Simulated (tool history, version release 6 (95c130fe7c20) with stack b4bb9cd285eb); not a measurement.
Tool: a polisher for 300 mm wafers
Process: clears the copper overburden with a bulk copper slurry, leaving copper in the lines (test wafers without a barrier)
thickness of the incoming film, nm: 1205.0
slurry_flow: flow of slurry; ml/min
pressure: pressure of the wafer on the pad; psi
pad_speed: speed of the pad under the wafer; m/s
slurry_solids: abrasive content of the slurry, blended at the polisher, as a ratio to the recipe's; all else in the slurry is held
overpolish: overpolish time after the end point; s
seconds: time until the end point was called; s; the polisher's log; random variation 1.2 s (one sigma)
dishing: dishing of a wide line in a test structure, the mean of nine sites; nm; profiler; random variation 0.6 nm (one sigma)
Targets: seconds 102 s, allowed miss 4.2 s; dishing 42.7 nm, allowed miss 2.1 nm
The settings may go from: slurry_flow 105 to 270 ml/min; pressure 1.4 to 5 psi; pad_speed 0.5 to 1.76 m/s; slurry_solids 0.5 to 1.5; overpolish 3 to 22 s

Run 1, hour 0: slurry_flow 175 ml/min, pressure 3.2 psi, pad_speed 1.12 m/s, slurry_solids 1, overpolish 11 s. Result: seconds 91.586 s, dishing 62.95 nm.
Run 2, hour 8.2: slurry_flow 175 ml/min, pressure 3.7 psi, pad_speed 1.12 m/s, slurry_solids 1, overpolish 11 s. Result: seconds 79.833 s, dishing 68.373 nm.
Run 3, hour 14.5: slurry_flow 175 ml/min, pressure 3.5 psi, pad_speed 1.12 m/s, slurry_solids 1, overpolish 9 s. Result: seconds 84.153 s, dishing 58.926 nm.
Run 4, hour 19.9: slurry_flow 175 ml/min, pressure 3.5 psi, pad_speed 1.12 m/s, slurry_solids 1, overpolish 13 s. Result: seconds 82.969 s, dishing 71.913 nm.
Run 5, hour 26.6: slurry_flow 175 ml/min, pressure 3.5 psi, pad_speed 1.12 m/s, slurry_solids 1, overpolish 15 s. Result: seconds 82.856 s, dishing 79.273 nm.
Run 6, hour 35: slurry_flow 175 ml/min, pressure 3.5 psi, pad_speed 1.22 m/s, slurry_solids 1, overpolish 15 s. Result: seconds 78.431 s, dishing 80.39 nm.
Run 7, hour 37.8: slurry_flow 175 ml/min, pressure 3.2 psi, pad_speed 1.24 m/s, slurry_solids 1, overpolish 12 s. Result: seconds 82.536 s, dishing 68.4 nm.
Run 8, hour 40.4: slurry_flow 180 ml/min, pressure 2.3 psi, pad_speed 1.22 m/s, slurry_solids 1, overpolish 6 s. Result: seconds 116.14 s, dishing 34.618 nm.
Run 9, hour 45.6: slurry_flow 180 ml/min, pressure 2.4 psi, pad_speed 1.22 m/s, slurry_solids 1, overpolish 6 s. Result: seconds 111.55 s, dishing 35.476 nm.
Run 10, hour 51.4: slurry_flow 180 ml/min, pressure 2.5 psi, pad_speed 1.22 m/s, slurry_solids 1, overpolish 6 s. Result: seconds 107.14 s, dishing 36.34 nm.
Run 11, hour 52.3: slurry_flow 180 ml/min, pressure 2.5 psi, pad_speed 1.22 m/s, slurry_solids 1, overpolish 6 s. Result: seconds 105.83 s, dishing 36.864 nm.

4 next moves are on the table. One of them brings every result within its allowed miss. Which?
Run A, hour 53.2: slurry_flow 205 ml/min, pressure 2.6 psi, pad_speed 1.34 m/s, slurry_solids 1.05, overpolish 8 s. Result: seconds ?, dishing ?.
Run B, hour 53.2: slurry_flow 175 ml/min, pressure 2.7 psi, pad_speed 1.22 m/s, slurry_solids 0.95, overpolish 7 s. Result: seconds ?, dishing ?.
Run C, hour 53.2: slurry_flow 180 ml/min, pressure 2.9 psi, pad_speed 1.08 m/s, slurry_solids 1.1, overpolish 8 s. Result: seconds ?, dishing ?.
Run D, hour 53.2: slurry_flow 145 ml/min, pressure 2.8 psi, pad_speed 1.28 m/s, slurry_solids 0.75, overpolish 8 s. Result: seconds ?, dishing ?.

move  seconds  dishing
   A   90.712   52.251
   B   100.92   44.539
   C   101.32   49.156
   D   103.02    48.41
A: takes the result that was furthest off past its target
B: meets every target
C: takes the result that was furthest off past its target
D: takes the result that was furthest off past its target
The right move is B.
